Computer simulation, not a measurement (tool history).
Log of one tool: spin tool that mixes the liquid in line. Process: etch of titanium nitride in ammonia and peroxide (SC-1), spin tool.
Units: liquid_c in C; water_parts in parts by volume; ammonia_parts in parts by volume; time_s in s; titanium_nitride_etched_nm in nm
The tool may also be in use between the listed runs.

{"run": 1, "hour": 0.0, "liquid_c": 56.0, "water_parts": 15.5, "ammonia_parts": 0.45, "time_s": 300, "titanium_nitride_etched_nm": 21.099}
{"run": 2, "hour": 2.9, "liquid_c": 56.0, "water_parts": 15.5, "ammonia_parts": 0.45, "time_s": 320, "titanium_nitride_etched_nm": 22.041}
{"run": 3, "hour": 7.3, "liquid_c": 57.0, "water_parts": 15.5, "ammonia_parts": 0.45, "time_s": 320, "titanium_nitride_etched_nm": 23.893}
{"run": 4, "hour": 11.3, "liquid_c": 58.0, "water_parts": 15.5, "ammonia_parts": 0.45, "time_s": 320, "titanium_nitride_etched_nm": 25.302}
{"run": 5, "hour": 14.9, "liquid_c": 55.0, "water_parts": 15.5, "ammonia_parts": 0.45, "time_s": 320, "titanium_nitride_etched_nm": 20.933}
{"run": 6, "hour": 20.5, "liquid_c": 56.5, "water_parts": 15.5, "ammonia_parts": 0.45, "time_s": 320, "titanium_nitride_etched_nm": 23.083}
{"run": 7, "hour": 24.1, "liquid_c": 57.5, "water_parts": 15.5, "ammonia_parts": 0.45, "time_s": 320, "titanium_nitride_etched_nm": 24.957}

Run 8 comes next. What will it give?
{"run": 8, "hour": 25.4, "liquid_c": 63.0, "water_parts": 15.5, "ammonia_parts": 0.45, "time_s": 320, "titanium_nitride_etched_nm": "?"}

titanium_nitride_etched_nm: 35.041 nm
